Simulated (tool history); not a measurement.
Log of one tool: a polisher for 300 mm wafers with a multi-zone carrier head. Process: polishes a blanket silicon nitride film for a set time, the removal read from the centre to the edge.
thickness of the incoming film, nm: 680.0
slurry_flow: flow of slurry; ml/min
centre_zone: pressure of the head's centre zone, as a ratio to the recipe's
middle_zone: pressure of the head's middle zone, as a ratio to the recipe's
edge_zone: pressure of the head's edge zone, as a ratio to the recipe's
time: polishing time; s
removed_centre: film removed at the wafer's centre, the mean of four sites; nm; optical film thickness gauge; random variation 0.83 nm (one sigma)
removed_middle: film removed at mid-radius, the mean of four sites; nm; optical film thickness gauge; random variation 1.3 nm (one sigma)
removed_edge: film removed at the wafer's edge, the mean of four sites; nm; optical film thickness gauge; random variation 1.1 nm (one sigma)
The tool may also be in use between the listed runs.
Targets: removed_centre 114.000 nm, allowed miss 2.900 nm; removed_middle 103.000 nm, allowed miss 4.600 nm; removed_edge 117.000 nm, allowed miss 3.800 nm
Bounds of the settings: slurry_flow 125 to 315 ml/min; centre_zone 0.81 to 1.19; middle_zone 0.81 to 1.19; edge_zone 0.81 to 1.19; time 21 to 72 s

run,hour,slurry_flow,centre_zone,middle_zone,edge_zone,time,removed_centre,removed_middle,removed_edge
1,0.0,205,1.00,1.00,1.00,46,81.194,83.937,81.446
2,8.0,205,1.00,1.00,1.00,51,90.364,94.516,90.321
3,12.4,205,1.00,1.00,1.03,51,90.524,96.552,92.726
4,13.7,205,1.00,1.00,0.97,51,90.151,93.258,89.968
5,19.5,240,1.00,1.00,0.97,51,91.955,96.446,91.613
6,23.0,260,1.00,1.00,0.97,51,93.591,96.530,91.241
7,23.6,250,1.01,0.97,1.00,53,96.279,96.831,97.205
8,30.0,250,1.03,0.96,1.03,54,101.510,95.547,101.250
9,38.1,250,1.04,0.96,1.06,55,103.580,99.501,103.340

5 next moves are on the table. One of them brings every result within its allowed miss. Which?
A,46.2,220,1.16,1.11,1.03,58,?,?,?
B,46.2,235,1.01,0.85,1.02,63,?,?,?
C,46.2,280,1.08,0.86,1.03,62,?,?,?
D,46.2,260,1.06,0.93,1.01,58,?,?,?
E,46.2,300,0.98,0.97,0.99,50,?,?,?

move,removed_centre,removed_middle,removed_edge
A,121.380,119.910,104.720
B,115.430,105.480,114.220
C,124.000,106.660,114.470
D,112.960,105.530,105.390
E,91.393,95.518,90.873
A: as far off as the last run
B: meets every target
C: brings the result that was furthest off to its target, and leaves another outside
D: nearer than the last run, and not there yet
E: further off than the last run
Answer: B
